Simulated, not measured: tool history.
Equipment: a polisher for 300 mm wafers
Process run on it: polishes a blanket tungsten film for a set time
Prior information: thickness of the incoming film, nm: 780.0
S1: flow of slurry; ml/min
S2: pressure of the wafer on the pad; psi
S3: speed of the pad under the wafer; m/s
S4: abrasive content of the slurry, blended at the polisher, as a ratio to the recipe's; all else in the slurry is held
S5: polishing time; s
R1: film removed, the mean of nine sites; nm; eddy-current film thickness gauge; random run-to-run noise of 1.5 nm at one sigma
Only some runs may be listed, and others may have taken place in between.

run 1 hour=0.0 | S1=230 S2=3.0 S3=1.26 S4=1.0 S5=41 | R1=194.00
run 2 hour=1.4 | S1=230 S2=3.0 S3=1.26 S4=1.0 S5=37 | R1=174.58
run 3 hour=7.8 | S1=230 S2=2.9 S3=1.26 S4=1.0 S5=37 | R1=167.39
run 4 hour=13.3 | S1=230 S2=2.8 S3=1.26 S4=1.0 S5=37 | R1=162.39
run 5 hour=18.1 | S1=230 S2=2.8 S3=1.26 S4=1.1 S5=37 | R1=167.62
run 6 hour=25.0 | S1=265 S2=2.8 S3=1.26 S4=1.1 S5=37 | R1=169.03
run 7 hour=29.1 | S1=265 S2=2.7 S3=1.26 S4=1.1 S5=37 | R1=164.81
run 8 hour=33.7 | S1=265 S2=2.6 S3=1.26 S4=1.1 S5=37 | R1=159.25
run 9 hour=38.9 | S1=265 S2=2.5 S3=1.26 S4=1.1 S5=37 | R1=156.07

Run 10 comes next. What will it give?
run 10 hour=42.0 | S1=265 S2=2.4 S3=1.26 S4=1.1 S5=37 | R1=?

Run 10 measured R1 145.15 nm.
